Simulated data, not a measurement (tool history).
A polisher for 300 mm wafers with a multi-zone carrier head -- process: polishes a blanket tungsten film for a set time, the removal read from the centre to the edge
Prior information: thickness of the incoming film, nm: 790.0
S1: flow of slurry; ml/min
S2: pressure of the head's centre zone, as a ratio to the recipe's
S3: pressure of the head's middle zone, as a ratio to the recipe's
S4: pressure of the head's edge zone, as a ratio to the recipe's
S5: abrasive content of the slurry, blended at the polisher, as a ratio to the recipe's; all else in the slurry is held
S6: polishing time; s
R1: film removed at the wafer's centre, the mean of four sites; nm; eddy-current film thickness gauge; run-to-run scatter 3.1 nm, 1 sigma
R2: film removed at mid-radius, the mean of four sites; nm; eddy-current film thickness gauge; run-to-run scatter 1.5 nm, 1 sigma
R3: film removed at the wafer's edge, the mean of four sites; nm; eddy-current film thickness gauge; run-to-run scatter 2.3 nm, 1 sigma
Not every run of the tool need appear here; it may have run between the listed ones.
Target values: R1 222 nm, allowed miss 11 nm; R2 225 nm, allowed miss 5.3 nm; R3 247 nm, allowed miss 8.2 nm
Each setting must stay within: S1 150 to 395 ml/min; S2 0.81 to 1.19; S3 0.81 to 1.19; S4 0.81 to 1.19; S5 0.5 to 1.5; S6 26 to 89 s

run    day   S1    S2    S3    S4    S5  S6      R1      R2      R3
  1      0  250     1     1     1     1  57  193.23  190.94  189.58
  2  0.279  250     1  1.07     1     1  57  192.17  204.76  189.73
  3  0.388  250     1  1.07  0.92     1  57   192.4  204.78  181.41
  4  0.721  250     1  1.12  0.92     1  57  190.72  214.27  181.75
  5  0.996  250     1  1.12  0.92     1  66  216.38  243.85  212.79
  6  1.217  250     1  1.12  0.92   1.1  66  222.39  250.43  217.23
  7  1.533  240     1   1.1  0.95   1.1  66  224.58   244.3  222.95
  8  1.821  230     1  1.09  0.97   1.1  66  219.57  243.34  221.03
  9  2.008  235  0.99  1.07  0.99   1.1  66  220.55  237.08  229.16
 10  2.158  230  0.97     1  1.06  1.15  66  217.98  228.41  230.07
 11  2.225  225  0.97  0.99  1.08  1.15  66  219.63  225.25   232.4
 12  2.512  225  0.97  0.98  1.09  1.15  66  221.66  222.35  234.05
 13  2.558  225  0.97  0.98   1.1  1.15  66  219.86  222.61  235.94
 14  2.729  225  0.97  0.98  1.11  1.15  66  221.31  223.56  237.55
 15  2.808  225  0.97  0.98  1.12  1.15  66  219.91  221.25  239.78

Of the 4 settings listed for the next run, only one would bring every result within its allowed miss of target. Which one?
  A  2.888  245  1.01  0.99  1.08  1.15  65   ?   ?   ?
  B  2.888  210  0.92  1.03  1.19   1.1  64   ?   ?   ?
  C  2.888  210  0.95  0.95  1.11  1.05  70   ?   ?   ?
  D  2.888  280  1.05     1  1.13  1.15  63   ?   ?   ?

move      R1      R2      R3
   A  225.07  221.79  231.77
   B  198.76  221.05  233.93
   C  221.77  223.81  245.93
   D  228.83  219.06  231.02
A: misses by more than the last run did
B: misses by more than the last run did
C: every result lands within tolerance
D: misses by more than the last run did
C is the move that brings every result within its allowed miss.
